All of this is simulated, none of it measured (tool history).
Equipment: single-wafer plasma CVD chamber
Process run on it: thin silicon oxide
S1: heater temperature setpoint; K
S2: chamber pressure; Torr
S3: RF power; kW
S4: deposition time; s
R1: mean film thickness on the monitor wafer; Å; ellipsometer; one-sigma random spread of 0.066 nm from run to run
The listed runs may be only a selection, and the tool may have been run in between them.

run,hour,S1,S2,S3,S4,R1
1,0,673.15,0.851,0.255,14.9,263.26
2,7.7,664.15,0.851,0.255,14.9,264.2
3,13.8,664.15,0.747,0.255,14.9,235
4,17.9,664.15,0.684,0.255,14.9,217.58
5,20.1,655.15,0.684,0.255,14.9,218.86
6,21.5,655.15,0.643,0.255,14.9,206.23
7,27.2,655.15,0.643,0.255,14.9,206.68

Predict the results of run 8:
8,27.8,655.15,0.548,0.255,14.9,?

R1: 176.91 Å
